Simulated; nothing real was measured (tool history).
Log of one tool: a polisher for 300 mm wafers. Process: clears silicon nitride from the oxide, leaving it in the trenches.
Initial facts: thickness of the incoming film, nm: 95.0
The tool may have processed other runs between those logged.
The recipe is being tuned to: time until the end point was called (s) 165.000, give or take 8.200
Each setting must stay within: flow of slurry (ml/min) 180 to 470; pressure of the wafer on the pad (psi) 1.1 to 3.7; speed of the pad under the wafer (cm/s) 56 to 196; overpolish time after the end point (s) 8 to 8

| run | hour | flow of slurry (ml/min) | pressure of the wafer on the pad (psi) | speed of the pad under the wafer (cm/s) | overpolish time after the end point (s) | time until the end point was called (s) |
|---|---|---|---|---|---|---|
| 1 | 0.0 | 300 | 2.4 | 126 | 8 | 89.582 |
| 2 | 8.0 | 300 | 2.4 | 126 | 8 | 92.392 |
| 3 | 9.3 | 300 | 2.1 | 124 | 8 | 105.190 |
| 4 | 18.2 | 300 | 2.6 | 124 | 8 | 86.346 |
| 5 | 19.1 | 300 | 2.6 | 124 | 8 | 84.416 |
| 6 | 25.0 | 300 | 2.3 | 122 | 8 | 96.112 |
| 7 | 32.8 | 300 | 2.0 | 118 | 8 | 116.490 |
| 8 | 35.2 | 300 | 1.8 | 118 | 8 | 124.170 |
| 9 | 42.3 | 300 | 1.8 | 118 | 8 | 126.140 |
| 10 | 47.1 | 300 | 1.7 | 118 | 8 | 135.520 |
| 11 | 54.7 | 300 | 1.6 | 118 | 8 | 146.250 |
| 12 | 59.6 | 300 | 1.3 | 116 | 8 | 178.500 |

Which single option among these 4 for the next run brings every result within its allowed miss of target? Just one does.
| A | 64.5 | 335 | 1.1 | 130 | 8 | ? |
| B | 64.5 | 230 | 1.6 | 120 | 8 | ? |
| C | 64.5 | 245 | 1.1 | 126 | 8 | ? |
| D | 64.5 | 325 | 1.3 | 126 | 8 | ? |

| move | time until the end point was called (s) |
|---|---|
| A | 187.110 |
| B | 145.060 |
| C | 196.920 |
| D | 164.810 |
A: lands further from the targets than the last run did
B: the result that was furthest off in the last run now lies on the other side of its target
C: lands further from the targets than the last run did
D: in spec on every target
So the answer is move D, the one that meets all the targets.
